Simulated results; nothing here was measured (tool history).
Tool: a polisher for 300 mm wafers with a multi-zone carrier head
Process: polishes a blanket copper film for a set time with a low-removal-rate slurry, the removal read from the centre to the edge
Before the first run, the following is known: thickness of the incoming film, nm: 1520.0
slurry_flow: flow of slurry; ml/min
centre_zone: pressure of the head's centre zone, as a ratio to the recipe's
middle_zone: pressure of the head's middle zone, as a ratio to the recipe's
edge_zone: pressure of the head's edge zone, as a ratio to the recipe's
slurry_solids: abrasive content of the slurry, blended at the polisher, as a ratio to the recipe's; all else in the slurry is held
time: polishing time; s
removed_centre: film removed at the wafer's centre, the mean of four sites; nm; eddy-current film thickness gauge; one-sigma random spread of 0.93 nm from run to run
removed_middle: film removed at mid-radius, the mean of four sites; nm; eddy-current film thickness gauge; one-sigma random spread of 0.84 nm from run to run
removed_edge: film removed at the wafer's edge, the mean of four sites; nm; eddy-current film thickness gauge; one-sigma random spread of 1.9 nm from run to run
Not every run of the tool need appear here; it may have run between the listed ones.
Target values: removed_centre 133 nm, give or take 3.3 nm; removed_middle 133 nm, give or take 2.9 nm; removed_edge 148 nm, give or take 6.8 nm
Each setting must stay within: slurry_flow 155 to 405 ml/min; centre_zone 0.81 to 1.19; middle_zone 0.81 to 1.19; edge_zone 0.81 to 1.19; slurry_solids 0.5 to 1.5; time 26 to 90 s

run,hour,slurry_flow,centre_zone,middle_zone,edge_zone,slurry_solids,time,removed_centre,removed_middle,removed_edge
1,0,260,1,1,1,1,58,107.87,107.02,106.24
2,1.4,260,0.99,1,1.06,1.15,60,114.2,115.17,117.78
3,3,260,0.99,1,1.06,1,60,110.95,111.62,118.57
4,10.6,275,1.01,1.02,1.1,1,61,116.48,116.35,119.76
5,17.6,255,1,1.01,1.12,1.15,63,120.56,120.14,123.12
6,23.1,295,0.98,0.99,1.14,1.2,64,123.69,124.36,130.82
7,31.7,295,0.98,0.99,1.14,1.2,64,122.39,121.96,132.81
8,33.5,320,0.98,1,1.16,1.25,65,125.68,127.5,137.29
9,38.5,340,0.98,1,1.17,1.3,65,127.8,129.59,138.05
10,43.4,345,0.97,0.99,1.18,1.35,66,128.06,131.87,144.35

4 candidate next runs follow, results not yet known. Just one meets every target within its allowed miss. Identify it.
A,48.3,285,1.06,1.02,1.1,1.4,65,?,?,?
B,48.3,405,0.95,0.96,1.14,1.45,67,?,?,?
C,48.3,345,0.89,0.97,1.16,1.5,66,?,?,?
D,48.3,305,0.94,1.02,1.17,1.4,66,?,?,?

move,removed_centre,removed_middle,removed_edge
A,138.3,129.97,134.41
B,131.99,132.37,144.8
C,121.09,130.83,143.65
D,125.12,132.71,141.41
A: carries the result that was furthest off beyond its target, to the other side
B: all results land within tolerance of their targets
C: lands further from the targets than the last run did
D: lands further from the targets than the last run did
Go with B: it meets all targets.

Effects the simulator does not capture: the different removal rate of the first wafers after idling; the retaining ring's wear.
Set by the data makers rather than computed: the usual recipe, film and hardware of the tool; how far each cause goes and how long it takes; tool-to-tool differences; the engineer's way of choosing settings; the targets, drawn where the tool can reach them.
